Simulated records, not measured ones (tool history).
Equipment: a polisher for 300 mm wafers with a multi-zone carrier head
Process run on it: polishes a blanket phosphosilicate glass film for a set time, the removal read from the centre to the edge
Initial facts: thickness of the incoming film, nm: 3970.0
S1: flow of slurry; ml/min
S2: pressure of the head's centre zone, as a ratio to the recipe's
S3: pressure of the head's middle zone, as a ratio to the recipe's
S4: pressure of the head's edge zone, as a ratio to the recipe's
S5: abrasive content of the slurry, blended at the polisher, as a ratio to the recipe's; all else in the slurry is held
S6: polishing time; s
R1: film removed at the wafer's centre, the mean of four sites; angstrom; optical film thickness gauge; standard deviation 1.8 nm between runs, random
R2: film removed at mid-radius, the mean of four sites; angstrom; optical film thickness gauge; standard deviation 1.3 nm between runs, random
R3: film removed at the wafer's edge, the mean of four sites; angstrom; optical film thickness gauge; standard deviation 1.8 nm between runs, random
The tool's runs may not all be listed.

Run 1, hour 0.0: S1 220 ml/min, S2 1.00, S3 1.00, S4 1.00, S5 1.00, S6 33 s. Result: R1 1564.9 angstrom, R2 1531.5 angstrom, R3 1536.8 angstrom.
Run 2, hour 5.8: S1 220 ml/min, S2 1.00, S3 1.00, S4 0.93, S5 1.00, S6 33 s. Result: R1 1571.9 angstrom, R2 1557.5 angstrom, R3 1474.4 angstrom.
Run 3, hour 8.2: S1 220 ml/min, S2 1.00, S3 1.00, S4 0.93, S5 0.90, S6 33 s. Result: R1 1519.2 angstrom, R2 1470.1 angstrom, R3 1392.8 angstrom.
Run 4, hour 12.3: S1 220 ml/min, S2 1.00, S3 1.00, S4 1.01, S5 0.90, S6 33 s. Result: R1 1501.6 angstrom, R2 1482.6 angstrom, R3 1472.3 angstrom.
Run 5, hour 19.0: S1 220 ml/min, S2 1.00, S3 1.00, S4 1.01, S5 0.75, S6 33 s. Result: R1 1339.4 angstrom, R2 1344.3 angstrom, R3 1310.3 angstrom.
Run 6, hour 24.1: S1 230 ml/min, S2 1.00, S3 1.04, S4 1.02, S5 0.80, S6 33 s. Result: R1 1407.8 angstrom, R2 1452.2 angstrom, R3 1354.7 angstrom.
Run 7, hour 24.6: S1 235 ml/min, S2 0.99, S3 1.07, S4 1.04, S5 0.85, S6 33 s. Result: R1 1451.0 angstrom, R2 1532.6 angstrom, R3 1451.6 angstrom.
Run 8, hour 29.4: S1 245 ml/min, S2 0.98, S3 1.10, S4 1.04, S5 0.85, S6 33 s. Result: R1 1428.2 angstrom, R2 1588.0 angstrom, R3 1431.7 angstrom.
Run 9, hour 30.4: S1 250 ml/min, S2 0.98, S3 1.12, S4 1.05, S5 0.85, S6 33 s. Result: R1 1436.5 angstrom, R2 1593.8 angstrom, R3 1434.4 angstrom.
Run 10, hour 37.7: S1 255 ml/min, S2 0.98, S3 1.13, S4 1.05, S5 0.85, S6 33 s. Result: R1 1487.8 angstrom, R2 1611.4 angstrom, R3 1477.5 angstrom.
Run 11, hour 43.6: S1 255 ml/min, S2 0.97, S3 1.14, S4 1.04, S5 0.85, S6 33 s. Result: R1 1412.7 angstrom, R2 1625.3 angstrom, R3 1441.0 angstrom.
Run 12, hour 47.7: S1 260 ml/min, S2 0.97, S3 1.15, S4 1.04, S5 0.85, S6 33 s. Result: R1 1434.3 angstrom, R2 1642.4 angstrom, R3 1485.4 angstrom.
Run 13, hour 50.8: S1 255 ml/min, S2 0.97, S3 1.16, S4 1.03, S5 0.85, S6 33 s. Result: R1 1426.7 angstrom, R2 1642.8 angstrom, R3 1410.5 angstrom.

Run 14 comes next. What will it give?
Run 14, hour 58.8: S1 265 ml/min, S2 0.97, S3 1.17, S4 1.03, S5 0.85, S6 33 s. Result: R1 ?, R2 ?, R3 ?.

{"run 14": {"R1": 1461.1, "R2": 1693.7, "R3": 1424.6}}

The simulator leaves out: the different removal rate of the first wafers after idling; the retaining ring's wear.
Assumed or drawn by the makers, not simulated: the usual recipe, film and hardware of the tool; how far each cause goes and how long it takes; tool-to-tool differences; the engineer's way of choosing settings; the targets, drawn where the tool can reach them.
